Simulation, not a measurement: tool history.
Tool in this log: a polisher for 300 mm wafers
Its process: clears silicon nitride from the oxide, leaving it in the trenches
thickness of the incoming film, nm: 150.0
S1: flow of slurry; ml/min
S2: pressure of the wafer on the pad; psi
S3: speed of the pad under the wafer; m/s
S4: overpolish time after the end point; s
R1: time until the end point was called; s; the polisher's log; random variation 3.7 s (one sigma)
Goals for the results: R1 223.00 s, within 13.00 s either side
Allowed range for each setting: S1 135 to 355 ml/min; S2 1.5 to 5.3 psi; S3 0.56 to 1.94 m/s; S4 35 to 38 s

run	day	S1	S2	S3	S4	R1
1	0.000	225	3.4	1.24	35	119.45
2	0.196	225	2.9	1.24	35	135.54
3	0.450	225	2.9	1.06	35	155.95
4	0.500	225	2.9	1.30	35	126.39
5	0.712	225	2.6	1.24	35	146.69
6	1.088	170	2.6	1.24	35	149.70
7	1.188	170	2.4	1.20	35	163.85
8	1.425	170	2.2	1.18	35	172.36

Which one of the following 5 next-run settings gets every result inside its allowed miss? There is exactly one.
A	1.662	175	1.6	0.92	38	?
B	1.662	205	1.8	0.82	37	?
C	1.662	250	2.6	1.22	35	?
D	1.662	190	1.5	1.10	35	?
E	1.662	205	2.2	0.98	37	?

move	R1
A	250.20
B	254.68
C	141.93
D	216.95
E	195.44
A: carries the result that was furthest off beyond its target, to the other side
B: carries the result that was furthest off beyond its target, to the other side
C: its largest miss is bigger than the last run's
D: in spec on every target
E: gains on the last run, yet a result remains outside its allowed miss
Move D is the one to make.
